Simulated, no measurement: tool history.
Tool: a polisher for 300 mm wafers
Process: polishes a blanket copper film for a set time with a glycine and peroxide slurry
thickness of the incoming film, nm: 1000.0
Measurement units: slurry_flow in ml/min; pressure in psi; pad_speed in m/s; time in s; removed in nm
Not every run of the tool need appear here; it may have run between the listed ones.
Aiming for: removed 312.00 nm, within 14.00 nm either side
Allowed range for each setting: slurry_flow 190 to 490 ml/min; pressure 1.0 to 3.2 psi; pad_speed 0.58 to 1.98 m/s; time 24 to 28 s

{"run": 1, "day": 0.0, "slurry_flow": 315, "pressure": 2.1, "pad_speed": 1.28, "time": 28, "removed": 182.93}
{"run": 2, "day": 0.225, "slurry_flow": 315, "pressure": 2.1, "pad_speed": 1.28, "time": 28, "removed": 184.48}
{"run": 3, "day": 0.596, "slurry_flow": 315, "pressure": 2.1, "pad_speed": 0.98, "time": 28, "removed": 148.86}
{"run": 4, "day": 0.812, "slurry_flow": 320, "pressure": 2.4, "pad_speed": 1.1, "time": 28, "removed": 179.79}
{"run": 5, "day": 0.85, "slurry_flow": 320, "pressure": 2.6, "pad_speed": 1.2, "time": 28, "removed": 203.71}
{"run": 6, "day": 1.046, "slurry_flow": 320, "pressure": 2.6, "pad_speed": 1.2, "time": 24, "removed": 171.71}
{"run": 7, "day": 1.158, "slurry_flow": 320, "pressure": 2.7, "pad_speed": 1.38, "time": 24, "removed": 208.0}
{"run": 8, "day": 1.462, "slurry_flow": 320, "pressure": 2.8, "pad_speed": 1.48, "time": 24, "removed": 230.28}
{"run": 9, "day": 1.521, "slurry_flow": 320, "pressure": 2.9, "pad_speed": 1.56, "time": 24, "removed": 238.4}
{"run": 10, "day": 1.554, "slurry_flow": 320, "pressure": 3.2, "pad_speed": 1.92, "time": 26, "removed": 345.31}
{"run": 11, "day": 1.729, "slurry_flow": 320, "pressure": 3.1, "pad_speed": 1.92, "time": 26, "removed": 341.99}

5 next moves are on the table. One of them brings every result within its allowed miss. Which?
{"run": "A", "day": 1.904, "slurry_flow": 310, "pressure": 3.2, "pad_speed": 1.92, "time": 27, "removed": "?"}
{"run": "B", "day": 1.904, "slurry_flow": 365, "pressure": 3.2, "pad_speed": 1.96, "time": 27, "removed": "?"}
{"run": "C", "day": 1.904, "slurry_flow": 415, "pressure": 3.2, "pad_speed": 1.98, "time": 28, "removed": "?"}
{"run": "D", "day": 1.904, "slurry_flow": 330, "pressure": 3.2, "pad_speed": 1.88, "time": 24, "removed": "?"}
{"run": "E", "day": 1.904, "slurry_flow": 360, "pressure": 3.1, "pad_speed": 1.94, "time": 26, "removed": "?"}

move=A removed=359.44
move=B removed=371.17
move=C removed=392.02
move=D removed=315.11
move=E removed=343.65
A: lands further from the targets than the last run did
B: lands further from the targets than the last run did
C: lands further from the targets than the last run did
D: hits every target within its allowed miss
E: lands further from the targets than the last run did
Correct choice: D, which meets every target

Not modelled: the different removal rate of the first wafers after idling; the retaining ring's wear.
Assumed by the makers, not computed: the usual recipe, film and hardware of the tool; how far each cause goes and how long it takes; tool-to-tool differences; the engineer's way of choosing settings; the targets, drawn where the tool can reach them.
